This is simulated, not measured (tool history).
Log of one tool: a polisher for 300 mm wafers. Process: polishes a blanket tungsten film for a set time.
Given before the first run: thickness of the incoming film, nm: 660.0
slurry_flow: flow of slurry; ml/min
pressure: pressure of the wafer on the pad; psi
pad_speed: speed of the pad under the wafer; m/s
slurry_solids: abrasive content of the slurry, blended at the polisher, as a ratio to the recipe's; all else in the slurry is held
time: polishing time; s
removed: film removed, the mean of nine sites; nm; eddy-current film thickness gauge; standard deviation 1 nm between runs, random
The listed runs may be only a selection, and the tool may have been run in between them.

run,hour,slurry_flow,pressure,pad_speed,slurry_solids,time,removed
1,0.0,240,4.0,0.98,1.00,35,147.34
2,0.6,240,4.0,0.98,1.00,35,149.57
3,2.1,240,3.7,0.98,1.00,35,141.78
4,5.2,240,3.4,0.98,1.00,35,135.23
5,10.2,240,3.4,0.98,0.85,35,130.24
6,11.3,240,3.4,0.98,0.85,32,120.04
7,20.0,240,3.3,0.98,0.85,32,117.13
8,26.1,240,3.2,0.98,0.85,32,111.88

Run 9 is up next; what results do you expect?
# hour 31.5: worn pad replaced by a new one
9,31.5,235,3.0,0.98,0.85,32,?

For run 9 the tool returned removed 117.74 nm.
